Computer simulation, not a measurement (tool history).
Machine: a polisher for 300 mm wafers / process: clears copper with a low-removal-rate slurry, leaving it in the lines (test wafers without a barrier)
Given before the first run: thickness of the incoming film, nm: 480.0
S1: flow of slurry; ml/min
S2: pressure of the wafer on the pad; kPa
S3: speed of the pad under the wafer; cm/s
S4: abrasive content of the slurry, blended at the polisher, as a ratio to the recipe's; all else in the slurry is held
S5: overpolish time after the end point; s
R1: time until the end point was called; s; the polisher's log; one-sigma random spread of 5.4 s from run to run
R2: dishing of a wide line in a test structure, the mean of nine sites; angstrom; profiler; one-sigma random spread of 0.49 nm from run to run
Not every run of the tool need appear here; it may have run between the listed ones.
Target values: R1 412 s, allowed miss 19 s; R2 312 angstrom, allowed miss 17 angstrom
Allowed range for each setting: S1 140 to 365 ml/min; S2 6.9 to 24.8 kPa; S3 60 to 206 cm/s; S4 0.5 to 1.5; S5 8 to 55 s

{"run": 1, "hour": 0.0, "S1": 235, "S2": 15.9, "S3": 132, "S4": 1, "S5": 28, "R1": 167.57, "R2": 536.05}
{"run": 2, "hour": 7.7, "S1": 235, "S2": 14.5, "S3": 124, "S4": 1, "S5": 29, "R1": 184.97, "R2": 495.12}
{"run": 3, "hour": 10.9, "S1": 190, "S2": 14.5, "S3": 124, "S4": 1, "S5": 29, "R1": 193.5, "R2": 505.12}
{"run": 4, "hour": 14.3, "S1": 190, "S2": 15.9, "S3": 124, "S4": 1, "S5": 29, "R1": 179.12, "R2": 546.23}
{"run": 5, "hour": 19.2, "S1": 185, "S2": 14.5, "S3": 116, "S4": 1, "S5": 30, "R1": 205.29, "R2": 482.3}
{"run": 6, "hour": 23.3, "S1": 180, "S2": 13.1, "S3": 110, "S4": 1, "S5": 32, "R1": 240.23, "R2": 447.24}
{"run": 7, "hour": 29.0, "S1": 180, "S2": 11.7, "S3": 108, "S4": 1, "S5": 33, "R1": 274.65, "R2": 412.35}
{"run": 8, "hour": 35.2, "S1": 180, "S2": 11, "S3": 108, "S4": 1, "S5": 33, "R1": 286.65, "R2": 394.21}
{"run": 9, "hour": 41.6, "S1": 180, "S2": 10.3, "S3": 106, "S4": 1, "S5": 34, "R1": 309.71, "R2": 381.37}
{"run": 10, "hour": 50.5, "S1": 180, "S2": 9.7, "S3": 106, "S4": 1, "S5": 34, "R1": 337.89, "R2": 355.29}
{"run": 11, "hour": 58.9, "S1": 180, "S2": 9, "S3": 106, "S4": 1, "S5": 34, "R1": 357.75, "R2": 342.17}
{"run": 12, "hour": 61.5, "S1": 180, "S2": 8.3, "S3": 106, "S4": 1, "S5": 34, "R1": 379.4, "R2": 318.34}

Which of these 4 next moves meets every target?
{"run": "A", "hour": 64.1, "S1": 195, "S2": 8.3, "S3": 100, "S4": 0.95, "S5": 36, "R1": "?", "R2": "?"}
{"run": "B", "hour": 64.1, "S1": 205, "S2": 9.7, "S3": 112, "S4": 0.7, "S5": 32, "R1": "?", "R2": "?"}
{"run": "C", "hour": 64.1, "S1": 260, "S2": 7.6, "S3": 126, "S4": 1.05, "S5": 30, "R1": "?", "R2": "?"}
{"run": "D", "hour": 64.1, "S1": 200, "S2": 6.9, "S3": 104, "S4": 0.95, "S5": 45, "R1": "?", "R2": "?"}

move=A R1=394.37 R2=323.59
move=B R1=320.76 R2=351.48
move=C R1=325.06 R2=324.28
move=D R1=446.35 R2=344.81
A: each result inside its tolerance
B: the biggest miss grows against the last run
C: the biggest miss grows against the last run
D: takes the result that was furthest off past its target
So the answer is move A, the one that meets all the targets.
